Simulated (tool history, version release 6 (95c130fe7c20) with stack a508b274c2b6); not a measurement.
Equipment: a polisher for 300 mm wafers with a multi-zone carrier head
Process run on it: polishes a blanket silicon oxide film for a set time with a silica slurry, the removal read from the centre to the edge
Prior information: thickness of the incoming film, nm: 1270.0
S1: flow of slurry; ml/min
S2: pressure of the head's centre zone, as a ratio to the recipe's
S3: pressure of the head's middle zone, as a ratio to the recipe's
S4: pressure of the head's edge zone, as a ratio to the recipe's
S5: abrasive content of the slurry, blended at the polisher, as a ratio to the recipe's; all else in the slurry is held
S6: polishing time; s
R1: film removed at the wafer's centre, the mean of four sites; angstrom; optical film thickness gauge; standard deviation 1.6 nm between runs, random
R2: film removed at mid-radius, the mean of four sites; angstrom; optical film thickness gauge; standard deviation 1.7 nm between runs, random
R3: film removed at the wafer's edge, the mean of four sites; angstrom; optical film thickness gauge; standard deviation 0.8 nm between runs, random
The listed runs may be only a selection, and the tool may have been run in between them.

{"run": 1, "hour": 0.0, "S1": 295, "S2": 1, "S3": 1, "S4": 1, "S5": 1, "S6": 77, "R1": 1633, "R2": 1667.5, "R3": 1628.3}
{"run": 2, "hour": 1.0, "S1": 295, "S2": 1, "S3": 1, "S4": 1, "S5": 0.85, "S6": 77, "R1": 1539.1, "R2": 1568.2, "R3": 1545.4}
{"run": 3, "hour": 5.0, "S1": 295, "S2": 1.08, "S3": 1, "S4": 1, "S5": 0.85, "S6": 77, "R1": 1661, "R2": 1553.7, "R3": 1517.7}
{"run": 4, "hour": 13.6, "S1": 290, "S2": 1.07, "S3": 1, "S4": 0.99, "S5": 0.85, "S6": 77, "R1": 1645.5, "R2": 1549.7, "R3": 1509.9}
{"run": 5, "hour": 18.3, "S1": 290, "S2": 1.13, "S3": 1, "S4": 0.99, "S5": 0.85, "S6": 77, "R1": 1753.6, "R2": 1536.2, "R3": 1526.8}
{"run": 6, "hour": 21.4, "S1": 290, "S2": 1.13, "S3": 1, "S4": 0.93, "S5": 0.85, "S6": 77, "R1": 1709.2, "R2": 1548, "R3": 1490.7}
{"run": 7, "hour": 27.3, "S1": 290, "S2": 1.12, "S3": 1, "S4": 0.92, "S5": 0.85, "S6": 77, "R1": 1677.7, "R2": 1567.8, "R3": 1471.1}
{"run": 8, "hour": 32.1, "S1": 285, "S2": 1.11, "S3": 0.99, "S4": 0.91, "S5": 0.85, "S6": 77, "R1": 1700.7, "R2": 1556.8, "R3": 1458.1}
{"run": 9, "hour": 39.0, "S1": 285, "S2": 1.09, "S3": 0.98, "S4": 0.91, "S5": 0.85, "S6": 77, "R1": 1644, "R2": 1544.8, "R3": 1459.1}
{"run": 10, "hour": 40.8, "S1": 280, "S2": 1.08, "S3": 0.97, "S4": 0.9, "S5": 0.85, "S6": 77, "R1": 1633.2, "R2": 1524.5, "R3": 1456.8}
{"run": 11, "hour": 44.7, "S1": 280, "S2": 1.07, "S3": 0.97, "S4": 0.89, "S5": 0.85, "S6": 77, "R1": 1643.8, "R2": 1493.6, "R3": 1439.6}
{"run": 12, "hour": 47.2, "S1": 280, "S2": 1.05, "S3": 0.97, "S4": 0.88, "S5": 0.85, "S6": 77, "R1": 1640.6, "R2": 1543, "R3": 1447.6}
{"run": 13, "hour": 55.6, "S1": 280, "S2": 1.04, "S3": 0.97, "S4": 0.88, "S5": 0.85, "S6": 77, "R1": 1543.1, "R2": 1514.7, "R3": 1436.8}
{"run": 14, "hour": 63.4, "S1": 275, "S2": 1.04, "S3": 0.97, "S4": 0.87, "S5": 0.85, "S6": 77, "R1": 1596.4, "R2": 1513.4, "R3": 1429.8}
{"run": 15, "hour": 70.7, "S1": 275, "S2": 1.03, "S3": 0.97, "S4": 0.86, "S5": 0.85, "S6": 77, "R1": 1557.9, "R2": 1526.8, "R3": 1435}
{"run": 16, "hour": 75.7, "S1": 275, "S2": 1.02, "S3": 0.97, "S4": 0.86, "S5": 0.85, "S6": 77, "R1": 1565.1, "R2": 1488.6, "R3": 1432.5}
{"run": 17, "hour": 81.3, "S1": 275, "S2": 1.01, "S3": 0.98, "S4": 0.86, "S5": 0.85, "S6": 77, "R1": 1540.5, "R2": 1503.4, "R3": 1421.4}
{"run": 18, "hour": 83.0, "S1": 270, "S2": 1, "S3": 0.98, "S4": 0.85, "S5": 0.85, "S6": 77, "R1": 1536, "R2": 1529.6, "R3": 1422}
{"run": 19, "hour": 87.9, "S1": 270, "S2": 0.99, "S3": 0.98, "S4": 0.85, "S5": 0.85, "S6": 77, "R1": 1513, "R2": 1498, "R3": 1404.6}
{"run": 20, "hour": 91.6, "S1": 265, "S2": 0.98, "S3": 0.98, "S4": 0.85, "S5": 0.85, "S6": 77, "R1": 1496.8, "R2": 1505.4, "R3": 1396}

Run 21 is up next; what results do you expect?
{"run": 21, "hour": 97.8, "S1": 260, "S2": 0.97, "S3": 0.98, "S4": 0.85, "S5": 0.85, "S6": 77, "R1": "?", "R2": "?", "R3": "?"}

{"run 21": {"R1": 1477.8, "R2": 1503, "R3": 1413.5}}

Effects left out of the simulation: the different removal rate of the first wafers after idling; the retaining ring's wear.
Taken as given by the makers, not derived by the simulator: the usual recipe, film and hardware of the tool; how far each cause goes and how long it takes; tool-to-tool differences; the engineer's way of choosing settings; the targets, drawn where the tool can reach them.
